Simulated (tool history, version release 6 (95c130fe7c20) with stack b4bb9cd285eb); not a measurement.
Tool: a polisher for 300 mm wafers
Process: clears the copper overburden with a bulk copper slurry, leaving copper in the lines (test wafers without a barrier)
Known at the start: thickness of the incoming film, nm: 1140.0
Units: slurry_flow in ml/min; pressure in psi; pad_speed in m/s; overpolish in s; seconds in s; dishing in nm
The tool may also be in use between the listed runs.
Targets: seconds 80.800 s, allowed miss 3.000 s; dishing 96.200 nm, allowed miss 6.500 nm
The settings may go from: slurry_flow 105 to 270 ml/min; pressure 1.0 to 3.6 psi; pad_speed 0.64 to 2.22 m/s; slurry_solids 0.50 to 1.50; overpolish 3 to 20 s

run	hour	slurry_flow	pressure	pad_speed	slurry_solids	overpolish	seconds	dishing
1	0.0	175	2.3	1.42	1.00	10	103.950	59.412
2	6.3	175	2.3	1.42	0.85	10	108.000	58.040
3	8.3	205	2.3	1.42	0.85	10	106.160	60.160
4	12.5	205	2.5	1.42	0.85	11	97.512	68.658
5	16.4	205	2.6	1.42	0.85	12	93.187	74.201
6	21.1	205	2.6	1.42	0.85	10	94.347	65.793
7	25.4	205	2.7	1.42	0.85	11	91.059	71.398
8	27.3	205	2.8	1.42	0.85	12	88.149	76.963
9	30.3	210	2.9	1.42	0.85	13	84.609	85.364
10	31.0	215	3.0	1.42	0.85	14	81.505	87.537

4 next moves are on the table. One of them brings every result within its allowed miss. Which?
A	31.7	230	2.7	1.84	0.75	20	?	?
B	31.7	200	3.0	1.52	0.95	15	?	?
C	31.7	245	3.2	1.32	0.80	15	?	?
D	31.7	230	3.0	1.56	0.85	14	?	?

move	seconds	dishing
A	72.423	107.280
B	75.164	97.659
C	81.424	95.355
D	73.955	95.332
A: takes the result that was furthest off past its target
B: brings the result that was furthest off to its target, and leaves another outside
C: meets every target
D: brings the result that was furthest off to its target, and leaves another outside
The right move is C.
